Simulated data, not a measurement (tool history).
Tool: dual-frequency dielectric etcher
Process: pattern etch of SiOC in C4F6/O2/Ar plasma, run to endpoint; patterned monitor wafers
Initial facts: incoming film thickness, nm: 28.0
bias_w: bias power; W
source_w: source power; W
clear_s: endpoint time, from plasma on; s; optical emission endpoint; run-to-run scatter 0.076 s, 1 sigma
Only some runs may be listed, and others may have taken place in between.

| run | hour | bias_w | source_w | clear_s |
|---|---|---|---|---|
| 1 | 0 | 404 | 270 | 10.55 |
| 2 | 2.7 | 474 | 270 | 9.6091 |
| 3 | 9.8 | 474 | 230 | 10.567 |
| 4 | 16.6 | 537 | 230 | 9.8632 |
| 5 | 19.3 | 537 | 280 | 8.8425 |
| 6 | 23.2 | 474 | 280 | 9.4366 |
| 7 | 25 | 412 | 260 | 10.547 |
| 8 | 32.6 | 367 | 250 | 11.514 |

For run 9, what comes out?
| 9 | 34.3 | 334 | 250 | ? |

clear_s: 12.06 s
